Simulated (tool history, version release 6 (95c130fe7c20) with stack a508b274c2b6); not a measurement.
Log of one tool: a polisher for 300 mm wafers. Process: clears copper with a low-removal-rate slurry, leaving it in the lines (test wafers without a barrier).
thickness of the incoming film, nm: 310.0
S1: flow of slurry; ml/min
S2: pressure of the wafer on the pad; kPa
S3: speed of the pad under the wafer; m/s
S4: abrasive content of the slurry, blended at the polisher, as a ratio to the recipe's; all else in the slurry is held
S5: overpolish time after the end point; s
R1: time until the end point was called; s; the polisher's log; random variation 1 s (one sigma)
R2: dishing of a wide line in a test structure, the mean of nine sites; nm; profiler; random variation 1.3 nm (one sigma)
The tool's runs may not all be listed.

run 1 hour=0 | S1=320 S2=13.8 S3=1.22 S4=1 S5=15 | R1=141.35 R2=22.504
run 2 hour=8.7 | S1=320 S2=14.5 S3=1.24 S4=1 S5=16 | R1=135.63 R2=25.944
run 3 hour=14.7 | S1=320 S2=15.2 S3=1.26 S4=1 S5=16 | R1=122.6 R2=27.174
run 4 hour=20.9 | S1=320 S2=15.2 S3=1.26 S4=1.1 S5=16 | R1=120.37 R2=29.402
run 5 hour=29.2 | S1=320 S2=15.2 S3=1.02 S4=1.1 S5=16 | R1=148.43 R2=24.027
run 6 hour=36.2 | S1=320 S2=15.2 S3=0.72 S4=1.1 S5=16 | R1=194.9 R2=18.526

The next listed run, before its measurement:
run 7 hour=42 | S1=320 S2=15.9 S3=0.8 S4=1.1 S5=17 | R1=? R2=?

R1: 172.6 s
R2: 23.171 nm
